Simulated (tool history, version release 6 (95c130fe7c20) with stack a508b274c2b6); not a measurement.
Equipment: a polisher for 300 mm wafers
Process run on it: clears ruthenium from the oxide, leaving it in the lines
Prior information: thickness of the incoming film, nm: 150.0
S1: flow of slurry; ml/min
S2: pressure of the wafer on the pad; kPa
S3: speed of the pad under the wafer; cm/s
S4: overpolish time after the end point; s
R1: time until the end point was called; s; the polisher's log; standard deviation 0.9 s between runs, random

run,hour,S1,S2,S3,S4,R1
1,0,125,18.6,126,11,72.145
2,8.6,155,18.6,126,11,67.874
3,9.9,155,18.6,158,11,55.759
4,16.3,155,18.6,158,11,54.942
5,18.8,155,18.6,158,11,55.004
6,26.1,145,16.5,158,11,61.333
7,29.9,140,14.5,158,11,68.764
8,32.4,135,13.1,158,11,76.187
9,39.4,130,12.4,158,11,78.105

For run 10, what comes out?
# hour 43.1: slurry nozzle cleaned
10,43.1,125,11.7,158,11,?

R1: 77.296 s
